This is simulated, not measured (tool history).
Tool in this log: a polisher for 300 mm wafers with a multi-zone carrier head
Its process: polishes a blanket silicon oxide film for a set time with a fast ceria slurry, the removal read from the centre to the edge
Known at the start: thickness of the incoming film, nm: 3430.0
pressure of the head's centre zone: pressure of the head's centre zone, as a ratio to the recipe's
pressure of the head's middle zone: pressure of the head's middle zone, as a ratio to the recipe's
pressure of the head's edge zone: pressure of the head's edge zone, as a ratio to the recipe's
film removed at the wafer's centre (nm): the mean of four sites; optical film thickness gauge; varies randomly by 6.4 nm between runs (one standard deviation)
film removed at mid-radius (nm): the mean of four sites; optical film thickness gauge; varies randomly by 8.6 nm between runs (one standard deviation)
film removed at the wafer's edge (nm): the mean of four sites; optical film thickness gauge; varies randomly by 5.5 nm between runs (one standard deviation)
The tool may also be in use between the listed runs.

run  hour  flow of slurry (ml/min)  pressure of the head's centre zone  pressure of the head's middle zone  pressure of the head's edge zone  polishing time (s)  film removed at the wafer's centre (nm)  film removed at mid-radius (nm)  film removed at the wafer's edge (nm)
  1   0.0                      155                                1.00                                1.00                              1.00                  40                                   520.07                           499.15                                 518.81
  2   4.8                      170                                1.00                                1.03                              1.05                  42                                   545.17                           540.01                                 560.82
  3   8.4                      170                                1.00                                1.03                              0.97                  42                                   550.33                           555.95                                 541.03
  4  14.1                      170                                1.00                                0.96                              0.97                  42                                   554.33                           514.52                                 536.84
  5  17.5                      170                                1.00                                0.96                              0.97                  35                                   447.30                           435.54                                 449.64
  6  23.2                      170                                1.00                                0.96                              0.97                  42                                   551.12                           517.98                                 546.55
  7  26.4                      180                                1.00                                1.00                              1.01                  44                                   589.62                           578.19                                 580.00
  8  35.3                      185                                0.99                                1.01                              1.05                  45                                   590.20                           572.35                                 606.07
  9  39.3                      185                                0.99                                1.04                              1.07                  46                                   594.52                           594.68                                 625.78

Run 10, settings as shown, results not yet in. Your forecast:
 10  44.3                      190                                1.00                                1.06                              1.08                  47                                        ?                                ?                                      ?

film removed at the wafer's centre (nm): 625.59
film removed at mid-radius (nm): 628.11
film removed at the wafer's edge (nm): 626.65
